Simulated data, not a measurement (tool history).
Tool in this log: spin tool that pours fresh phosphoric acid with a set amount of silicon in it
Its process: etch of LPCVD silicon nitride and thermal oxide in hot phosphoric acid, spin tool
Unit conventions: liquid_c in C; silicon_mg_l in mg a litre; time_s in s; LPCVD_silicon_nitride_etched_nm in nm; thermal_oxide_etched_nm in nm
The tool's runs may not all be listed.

run    day  liquid_c  silicon_mg_l  time_s  LPCVD_silicon_nitride_etched_nm  thermal_oxide_etched_nm
  1  0.000     161.0          16.5      90                           8.0592                  0.18980
  2  0.079     160.5          15.0      85                           7.5087                  0.20411
  3  0.246     160.0          15.5      80                           6.9620                  0.15165
  4  0.296     160.0          23.5      80                           6.8793                  0.12318
  5  0.521     160.0          21.0      75                           6.4575                  0.11141
  6  0.625     160.0          18.0      70                           6.0587                  0.10709
  7  0.988     160.0          15.0      70                           6.0353                  0.16122
  8  1.325     160.0          15.0      70                           6.1011                  0.15510
  9  1.379     159.5          14.5      70                           5.9138                  0.14845

Run 10 comes next. What will it give?
 10  1.588     159.0          14.0      70                                ?                        ?

LPCVD_silicon_nitride_etched_nm: 5.8970 nm
thermal_oxide_etched_nm: 0.13447 nm
